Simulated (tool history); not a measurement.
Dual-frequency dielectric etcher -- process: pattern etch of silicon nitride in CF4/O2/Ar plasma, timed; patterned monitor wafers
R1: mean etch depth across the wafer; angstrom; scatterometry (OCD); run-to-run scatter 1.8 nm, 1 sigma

{"run": 1, "hour": 0.0, "source power (kW)": 0.67, "bias power (kW)": 0.05, "Ar flow (sccm)": 78, "CF4 flow (sccm)": 82, "etch time (s)": 170, "R1": 4423.4}
{"run": 2, "hour": 3.3, "source power (kW)": 0.67, "bias power (kW)": 0.05, "Ar flow (sccm)": 85, "CF4 flow (sccm)": 82, "etch time (s)": 170, "R1": 4348.6}
{"run": 3, "hour": 8.4, "source power (kW)": 0.65, "bias power (kW)": 0.05, "Ar flow (sccm)": 85, "CF4 flow (sccm)": 82, "etch time (s)": 170, "R1": 4300.7}
{"run": 4, "hour": 11.5, "source power (kW)": 0.62, "bias power (kW)": 0.05, "Ar flow (sccm)": 85, "CF4 flow (sccm)": 82, "etch time (s)": 170, "R1": 4135.8}
{"run": 5, "hour": 17.9, "source power (kW)": 0.6, "bias power (kW)": 0.05, "Ar flow (sccm)": 85, "CF4 flow (sccm)": 82, "etch time (s)": 170, "R1": 4075.8}
{"run": 6, "hour": 22.0, "source power (kW)": 0.6, "bias power (kW)": 0.05, "Ar flow (sccm)": 93, "CF4 flow (sccm)": 82, "etch time (s)": 170, "R1": 3984}
{"run": 7, "hour": 30.0, "source power (kW)": 0.58, "bias power (kW)": 0.05, "Ar flow (sccm)": 93, "CF4 flow (sccm)": 82, "etch time (s)": 170, "R1": 3931.7}
{"run": 8, "hour": 33.8, "source power (kW)": 0.58, "bias power (kW)": 0.05, "Ar flow (sccm)": 93, "CF4 flow (sccm)": 82, "etch time (s)": 170, "R1": 3918.1}
{"run": 9, "hour": 41.0, "source power (kW)": 0.56, "bias power (kW)": 0.05, "Ar flow (sccm)": 93, "CF4 flow (sccm)": 82, "etch time (s)": 170, "R1": 3832.5}
{"run": 10, "hour": 44.4, "source power (kW)": 0.55, "bias power (kW)": 0.05, "Ar flow (sccm)": 93, "CF4 flow (sccm)": 82, "etch time (s)": 170, "R1": 3816.1}
{"run": 11, "hour": 46.5, "source power (kW)": 0.54, "bias power (kW)": 0.05, "Ar flow (sccm)": 93, "CF4 flow (sccm)": 82, "etch time (s)": 170, "R1": 3744.7}

What will run 12 give?
{"run": 12, "hour": 55.5, "source power (kW)": 0.53, "bias power (kW)": 0.05, "Ar flow (sccm)": 93, "CF4 flow (sccm)": 82, "etch time (s)": 170, "R1": "?"}

{"run 12": {"R1": 3712.7}}
